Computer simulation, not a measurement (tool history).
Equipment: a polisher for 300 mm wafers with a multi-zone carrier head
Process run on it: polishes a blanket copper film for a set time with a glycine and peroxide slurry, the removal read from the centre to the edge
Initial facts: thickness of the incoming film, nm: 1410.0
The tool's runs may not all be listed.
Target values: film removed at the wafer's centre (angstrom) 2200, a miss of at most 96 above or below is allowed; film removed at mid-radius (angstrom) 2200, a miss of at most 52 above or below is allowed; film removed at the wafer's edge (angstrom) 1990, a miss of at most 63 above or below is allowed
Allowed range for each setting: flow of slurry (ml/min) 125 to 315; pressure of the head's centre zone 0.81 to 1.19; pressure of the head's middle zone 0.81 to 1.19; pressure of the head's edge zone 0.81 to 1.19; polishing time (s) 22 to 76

run  hour  flow of slurry (ml/min)  pressure of the head's centre zone  pressure of the head's middle zone  pressure of the head's edge zone  polishing time (s)  film removed at the wafer's centre (angstrom)  film removed at mid-radius (angstrom)  film removed at the wafer's edge (angstrom)
  1     0                      205                                   1                                   1                                 1                  49                                         1549.7                                 1556.1                                       1554.6
  2   6.9                      210                                1.02                                1.02                              1.01                  50                                         1621.2                                 1609.7                                         1621
  3  15.6                      165                                1.02                                1.02                              1.01                  50                                         1549.5                                 1527.9                                         1565
  4  17.8                      180                                1.03                                1.04                              1.02                  51                                           1603                                 1617.5                                         1610
  5  22.5                      180                                1.03                                1.04                               1.1                  51                                         1596.8                                 1627.3                                       1683.1
  6  26.4                      190                                1.05                                1.06                               1.1                  52                                         1721.6                                 1716.4                                       1737.7
  7  28.9                      200                                1.06                                1.07                              1.11                  52                                         1696.6                                 1753.8                                       1730.6
  8  30.1                      210                                1.07                                1.08                              1.11                  53                                         1768.8                                 1779.3                                       1786.8
  9  37.8                      220                                1.08                                1.09                               1.1                  54                                         1857.2                                 1827.2                                       1808.5
 10  44.7                      220                                1.08                                1.09                               1.1                  54                                         1800.2                                 1853.9                                       1817.7
 11  49.3                      225                                1.09                                 1.1                              1.09                  55                                         1929.1                                 1908.4                                       1840.9
 12  52.1                      230                                 1.1                                1.11                               1.1                  55                                         1919.6                                 1898.1                                       1868.8
 13  59.4                      235                                 1.1                                1.12                              1.09                  56                                           1976                                 1978.5                                       1915.6
 14  68.2                      240                                 1.1                                1.13                              1.08                  56                                         1982.4                                 1982.5                                       1914.2

Which single option among these 4 for the next run brings every result within its allowed miss of target? Just one does.
  A    77                      255                                1.07                                1.15                              1.17                  57                                              ?                                      ?                                            ?
  B    77                      140                                   1                                   1                              1.15                  62                                              ?                                      ?                                            ?
  C    77                      270                                1.17                                1.19                              1.11                  58                                              ?                                      ?                                            ?
  D    77                      215                                1.19                                1.06                              0.99                  57                                              ?                                      ?                                            ?

move  film removed at the wafer's centre (angstrom)  film removed at mid-radius (angstrom)  film removed at the wafer's edge (angstrom)
   A                                         1972.7                                 2081.5                                       2000.8
   B                                         1790.7                                 1816.7                                       2006.3
   C                                           2207                                   2195                                       1990.4
   D                                         2133.4                                 1897.6                                       1811.8
A: an improvement on the last run, though not all results are within tolerance
B: its largest miss is bigger than the last run's
C: each result inside its tolerance
D: its largest miss is bigger than the last run's
Correct choice: C, which meets every target
